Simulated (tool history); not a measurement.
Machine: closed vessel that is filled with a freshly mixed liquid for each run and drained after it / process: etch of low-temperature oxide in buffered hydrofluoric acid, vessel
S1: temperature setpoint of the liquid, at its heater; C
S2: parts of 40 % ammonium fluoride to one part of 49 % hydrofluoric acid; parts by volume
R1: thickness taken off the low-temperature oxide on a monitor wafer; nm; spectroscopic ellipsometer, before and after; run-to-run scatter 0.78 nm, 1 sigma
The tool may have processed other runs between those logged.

{"run": 1, "hour": 0.0, "S1": 24.0, "S2": 13.5, "time in the liquid (s)": 95, "R1": 136.26}
{"run": 2, "hour": 3.4, "S1": 24.0, "S2": 13.5, "time in the liquid (s)": 100, "R1": 144.19}
{"run": 3, "hour": 7.4, "S1": 24.0, "S2": 13.5, "time in the liquid (s)": 100, "R1": 143.84}
{"run": 4, "hour": 14.8, "S1": 26.5, "S2": 13.5, "time in the liquid (s)": 100, "R1": 163.54}
{"run": 5, "hour": 17.9, "S1": 28.0, "S2": 13.0, "time in the liquid (s)": 100, "R1": 184.92}
{"run": 6, "hour": 23.7, "S1": 28.0, "S2": 13.0, "time in the liquid (s)": 95, "R1": 176.2}

Estimate the outcome of run 7 from the log above:
{"run": 7, "hour": 28.0, "S1": 29.0, "S2": 12.5, "time in the liquid (s)": 95, "R1": "?"}

{"run 7": {"R1": 192.36}}

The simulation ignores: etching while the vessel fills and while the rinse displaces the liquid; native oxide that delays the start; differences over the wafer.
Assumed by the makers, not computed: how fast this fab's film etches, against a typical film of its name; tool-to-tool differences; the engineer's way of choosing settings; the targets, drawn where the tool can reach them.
